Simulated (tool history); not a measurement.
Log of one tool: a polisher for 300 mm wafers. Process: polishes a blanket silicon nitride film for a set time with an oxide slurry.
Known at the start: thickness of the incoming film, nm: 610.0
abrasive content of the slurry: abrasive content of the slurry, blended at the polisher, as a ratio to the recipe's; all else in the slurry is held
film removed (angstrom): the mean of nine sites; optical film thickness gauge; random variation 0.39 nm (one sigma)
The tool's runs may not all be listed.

run    day  flow of slurry (ml/min)  pressure of the wafer on the pad (kPa)  speed of the pad under the wafer (cm/s)  abrasive content of the slurry  polishing time (s)  film removed (angstrom)
  1      0                      250                                    31.7                                      100                               1                  83                   757.62
  2  0.167                      250                                    31.7                                      100                             1.2                  83                   796.01
  3  0.538                      275                                    31.7                                      100                             1.2                  83                   807.88
  4  0.571                      275                                    37.9                                      100                             1.2                  83                   978.55
  5  0.883                      275                                    30.3                                       96                             1.2                  83                   755.67
  6  0.912                      270                                    25.5                                       92                             1.2                  83                   638.32
  7  1.212                      270                                    25.5                                       92                             1.2                  83                   626.36

The next listed run, before its measurement:
  8  1.371                      265                                    22.1                                       90                             1.2                  83                        ?

film removed (angstrom): 539.7

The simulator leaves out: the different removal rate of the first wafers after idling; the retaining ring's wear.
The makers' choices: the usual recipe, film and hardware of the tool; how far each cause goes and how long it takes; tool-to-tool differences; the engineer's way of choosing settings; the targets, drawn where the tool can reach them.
